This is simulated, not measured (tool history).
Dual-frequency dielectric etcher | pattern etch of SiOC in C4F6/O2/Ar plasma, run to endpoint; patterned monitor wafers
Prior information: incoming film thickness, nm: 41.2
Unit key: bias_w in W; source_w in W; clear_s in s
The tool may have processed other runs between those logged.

run,hour,bias_w,source_w,clear_s
1,0.0,623,470,10.921
2,5.1,583,450,11.405
3,10.8,550,430,11.844
4,15.8,603,430,11.581
5,24.0,576,410,11.947
6,26.2,647,410,11.672
7,28.9,625,390,12.001
8,31.2,602,380,12.326
9,33.6,582,370,12.654
10,40.2,567,370,12.719
11,45.8,553,370,12.846

Run 12, settings as shown, results not yet in. Your forecast:
12,48.5,541,370,?

{"run 12": {"clear_s": 12.876}}

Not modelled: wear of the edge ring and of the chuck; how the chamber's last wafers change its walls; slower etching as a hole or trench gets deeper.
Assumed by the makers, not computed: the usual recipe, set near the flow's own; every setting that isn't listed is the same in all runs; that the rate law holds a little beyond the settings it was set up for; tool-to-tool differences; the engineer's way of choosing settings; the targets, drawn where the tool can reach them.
